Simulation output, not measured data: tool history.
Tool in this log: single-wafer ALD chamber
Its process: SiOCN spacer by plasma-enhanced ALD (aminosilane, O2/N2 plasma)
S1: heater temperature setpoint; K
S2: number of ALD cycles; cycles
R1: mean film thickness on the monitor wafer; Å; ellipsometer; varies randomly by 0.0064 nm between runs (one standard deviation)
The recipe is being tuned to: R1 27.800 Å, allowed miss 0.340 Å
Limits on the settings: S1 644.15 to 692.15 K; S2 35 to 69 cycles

{"run": 1, "hour": 0.0, "S1": 668.15, "S2": 52, "R1": 31.907}
{"run": 2, "hour": 2.8, "S1": 668.15, "S2": 51, "R1": 31.398}
{"run": 3, "hour": 5.3, "S1": 668.15, "S2": 50, "R1": 30.828}
{"run": 4, "hour": 13.4, "S1": 668.15, "S2": 49, "R1": 30.018}
{"run": 5, "hour": 17.5, "S1": 672.15, "S2": 49, "R1": 29.751}
{"hour": 21.7, "done": "thermocouple changed; heater temperature recalibrated"}
{"run": 6, "hour": 21.7, "S1": 681.15, "S2": 49, "R1": 29.443}
{"run": 7, "hour": 25.1, "S1": 682.15, "S2": 48, "R1": 28.792}
{"run": 8, "hour": 27.9, "S1": 682.15, "S2": 48, "R1": 28.734}
{"run": 9, "hour": 33.5, "S1": 683.15, "S2": 48, "R1": 28.711}
{"run": 10, "hour": 38.8, "S1": 684.15, "S2": 48, "R1": 28.687}
{"run": 11, "hour": 47.7, "S1": 685.15, "S2": 48, "R1": 28.5}
{"run": 12, "hour": 48.5, "S1": 686.15, "S2": 48, "R1": 28.423}
{"run": 13, "hour": 53.3, "S1": 687.15, "S2": 48, "R1": 28.415}
{"run": 14, "hour": 61.9, "S1": 688.15, "S2": 48, "R1": 28.238}
{"run": 15, "hour": 66.2, "S1": 688.15, "S2": 48, "R1": 28.324}
{"run": 16, "hour": 71.3, "S1": 689.15, "S2": 48, "R1": 28.262}

Exactly one of the 5 candidate moves below puts every result within its allowed miss. Which one?
{"run": "A", "hour": 76.4, "S1": 692.15, "S2": 50, "R1": "?"}
{"run": "B", "hour": 76.4, "S1": 692.15, "S2": 49, "R1": "?"}
{"run": "C", "hour": 76.4, "S1": 680.15, "S2": 46, "R1": "?"}
{"run": "D", "hour": 76.4, "S1": 687.15, "S2": 49, "R1": "?"}
{"run": "E", "hour": 76.4, "S1": 686.15, "S2": 48, "R1": "?"}

move=A R1=29.088
move=B R1=28.506
move=C R1=27.770
move=D R1=28.954
move=E R1=28.451
A: further off than the last run
B: further off than the last run
C: all results land within tolerance of their targets
D: further off than the last run
E: further off than the last run
So the answer is move C, the one that meets all the targets.

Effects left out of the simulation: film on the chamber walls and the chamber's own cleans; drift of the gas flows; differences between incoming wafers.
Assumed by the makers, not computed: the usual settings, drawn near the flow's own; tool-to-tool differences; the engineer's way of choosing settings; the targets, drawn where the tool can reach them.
